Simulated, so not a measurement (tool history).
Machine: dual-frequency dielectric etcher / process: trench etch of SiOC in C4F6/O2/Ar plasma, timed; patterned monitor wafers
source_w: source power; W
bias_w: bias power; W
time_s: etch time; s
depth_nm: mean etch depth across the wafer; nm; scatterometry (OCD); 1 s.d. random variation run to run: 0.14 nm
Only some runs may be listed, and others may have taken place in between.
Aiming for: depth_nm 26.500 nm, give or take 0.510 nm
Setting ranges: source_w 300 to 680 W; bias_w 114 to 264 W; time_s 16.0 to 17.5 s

run,day,source_w,bias_w,time_s,depth_nm
1,0.000,490,189,17.5,40.699
2,0.221,490,189,17.5,40.460
3,0.425,440,168,17.0,35.076
4,0.546,440,151,17.0,33.906
5,0.696,380,151,17.0,30.528
6,0.775,360,149,17.0,28.878
7,1.083,350,149,17.0,28.512
8,1.146,300,129,17.0,23.523
9,1.204,380,130,17.0,28.766
10,1.350,370,130,17.0,28.560
11,1.379,360,130,17.0,27.707
12,1.671,350,130,17.0,27.146
13,1.925,320,128,17.0,25.164
14,2.296,330,128,17.0,25.586
15,2.583,370,131,17.0,28.436
16,2.900,360,131,17.0,27.924
17,3.058,350,131,17.0,27.216

Next run, 5 choices. One meets every target within its allowed miss, the rest don't. Which?
A,3.217,310,145,17.0,?
B,3.217,370,132,16.5,?
C,3.217,320,117,17.5,?
D,3.217,350,119,17.0,?
E,3.217,380,132,16.5,?

move,depth_nm
A,25.338
B,27.689
C,24.848
D,26.283
E,28.268
A: pushes the last run's worst result past its target
B: moves away from the targets compared with the last run
C: pushes the last run's worst result past its target
D: in spec on every target
E: moves away from the targets compared with the last run
D meets every target.

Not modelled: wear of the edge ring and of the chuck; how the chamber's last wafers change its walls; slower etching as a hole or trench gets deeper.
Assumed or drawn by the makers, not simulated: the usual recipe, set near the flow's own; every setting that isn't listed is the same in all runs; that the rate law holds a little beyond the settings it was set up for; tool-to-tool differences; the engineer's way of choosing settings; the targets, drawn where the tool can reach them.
